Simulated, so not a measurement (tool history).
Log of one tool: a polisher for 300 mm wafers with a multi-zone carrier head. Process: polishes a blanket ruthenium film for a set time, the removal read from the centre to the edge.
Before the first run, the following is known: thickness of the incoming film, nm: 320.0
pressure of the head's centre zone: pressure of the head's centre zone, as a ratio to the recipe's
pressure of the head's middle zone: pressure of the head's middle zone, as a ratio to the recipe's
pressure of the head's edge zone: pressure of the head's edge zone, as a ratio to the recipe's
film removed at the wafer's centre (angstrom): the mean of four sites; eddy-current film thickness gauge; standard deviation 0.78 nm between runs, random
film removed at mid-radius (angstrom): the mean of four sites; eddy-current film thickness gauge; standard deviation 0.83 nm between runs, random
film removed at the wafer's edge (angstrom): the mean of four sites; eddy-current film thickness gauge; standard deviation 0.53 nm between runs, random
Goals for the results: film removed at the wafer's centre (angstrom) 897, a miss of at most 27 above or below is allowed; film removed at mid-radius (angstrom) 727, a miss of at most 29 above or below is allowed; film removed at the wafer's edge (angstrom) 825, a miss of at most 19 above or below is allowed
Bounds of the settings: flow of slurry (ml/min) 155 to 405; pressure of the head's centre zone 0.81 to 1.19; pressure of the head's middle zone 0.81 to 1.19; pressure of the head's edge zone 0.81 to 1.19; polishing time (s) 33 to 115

run	hour	flow of slurry (ml/min)	pressure of the head's centre zone	pressure of the head's middle zone	pressure of the head's edge zone	polishing time (s)	film removed at the wafer's centre (angstrom)	film removed at mid-radius (angstrom)	film removed at the wafer's edge (angstrom)
1	0	260	1	1	1	73	746.65	743.98	751.17
2	4	280	1.04	0.98	1.03	73	785.72	730.77	759.51
3	9.3	280	1.07	0.98	1.03	73	820.45	737.23	753.93
4	16.8	290	1.08	0.96	1.07	74	819.34	747.77	790.16
5	23.6	290	1.08	0.96	1.07	88	986.3	874.27	934.77
6	27.2	275	1.07	0.92	1.03	87	961.27	850.06	901.3
7	35.8	270	1.08	0.88	1.04	85	952.12	794.45	889.46
8	39.5	260	1.07	0.86	1.02	84	924.94	775.25	874.17
9	43.8	255	1.07	0.85	1	83	910.81	762.19	848.31

Which one of the following 4 next-run settings gets every result inside its allowed miss? There is exactly one.
A	48.1	405	1.16	0.95	1.04	78	?	?	?
B	48.1	235	1.15	0.93	1.05	83	?	?	?
C	48.1	370	1.11	0.89	1.1	76	?	?	?
D	48.1	245	1.04	0.94	0.95	84	?	?	?

move	film removed at the wafer's centre (angstrom)	film removed at mid-radius (angstrom)	film removed at the wafer's edge (angstrom)
A	973.33	793.79	825.21
B	977.08	793.63	852.9
C	900.54	728.05	823.51
D	897.68	814.22	824.83
A: puts the biggest miss on target and leaves a different result outside tolerance
B: its largest miss is bigger than the last run's
C: meets every target
D: puts the biggest miss on target and leaves a different result outside tolerance
Answer: C
